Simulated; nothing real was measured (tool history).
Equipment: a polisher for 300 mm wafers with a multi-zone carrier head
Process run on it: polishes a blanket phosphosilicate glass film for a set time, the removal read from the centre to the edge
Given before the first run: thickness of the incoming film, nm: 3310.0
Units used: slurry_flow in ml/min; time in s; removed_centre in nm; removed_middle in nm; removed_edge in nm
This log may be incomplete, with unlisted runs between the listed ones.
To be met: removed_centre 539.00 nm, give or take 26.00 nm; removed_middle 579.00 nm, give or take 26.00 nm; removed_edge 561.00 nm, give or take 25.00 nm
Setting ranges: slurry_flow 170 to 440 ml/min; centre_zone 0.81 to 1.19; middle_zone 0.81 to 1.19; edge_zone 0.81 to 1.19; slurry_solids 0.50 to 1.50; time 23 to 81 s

| run | hour | slurry_flow | centre_zone | middle_zone | edge_zone | slurry_solids | time | removed_centre | removed_middle | removed_edge |
|---|---|---|---|---|---|---|---|---|---|---|
| 1 | 0.0 | 280 | 1.00 | 1.00 | 1.00 | 1.00 | 52 | 378.68 | 372.54 | 389.50 |
| 2 | 7.1 | 280 | 1.04 | 1.00 | 1.00 | 1.00 | 52 | 381.87 | 367.54 | 382.44 |
| 3 | 15.1 | 280 | 1.04 | 1.06 | 1.00 | 1.00 | 52 | 388.03 | 393.82 | 394.84 |
| 4 | 18.2 | 280 | 1.04 | 1.06 | 0.96 | 1.00 | 52 | 390.07 | 390.10 | 368.22 |
| 5 | 25.9 | 285 | 1.05 | 1.09 | 0.99 | 1.10 | 53 | 412.50 | 422.16 | 400.39 |
| 6 | 34.8 | 285 | 1.05 | 1.09 | 1.03 | 1.10 | 53 | 408.39 | 419.26 | 407.72 |
| 7 | 38.2 | 290 | 1.06 | 1.16 | 1.12 | 1.35 | 59 | 504.22 | 516.27 | 503.44 |
| 8 | 41.0 | 290 | 1.06 | 1.16 | 1.12 | 1.35 | 59 | 496.28 | 523.75 | 505.80 |
| 9 | 44.8 | 290 | 1.06 | 1.16 | 1.13 | 1.40 | 60 | 494.24 | 553.00 | 522.07 |
| 10 | 53.3 | 300 | 1.13 | 1.12 | 1.17 | 1.50 | 61 | 563.21 | 546.39 | 557.02 |

Pick the move, out of 4, that brings all results within their allowed miss; only one does.
| A | 61.8 | 385 | 1.04 | 1.15 | 1.14 | 1.50 | 62 | ? | ? | ? |
| B | 61.8 | 250 | 0.99 | 1.19 | 0.98 | 1.50 | 68 | ? | ? | ? |
| C | 61.8 | 265 | 0.85 | 1.14 | 1.19 | 1.35 | 72 | ? | ? | ? |
| D | 61.8 | 295 | 0.99 | 1.18 | 1.19 | 1.50 | 61 | ? | ? | ? |

| move | removed_centre | removed_middle | removed_edge |
|---|---|---|---|
| A | 530.90 | 589.77 | 569.68 |
| B | 538.21 | 649.17 | 567.77 |
| C | 474.77 | 643.76 | 643.62 |
| D | 488.42 | 584.01 | 565.96 |
A: meets every target
B: carries the result that was furthest off beyond its target, to the other side
C: carries the result that was furthest off beyond its target, to the other side
D: puts the biggest miss on target and leaves a different result outside tolerance
Move A is the one to make.
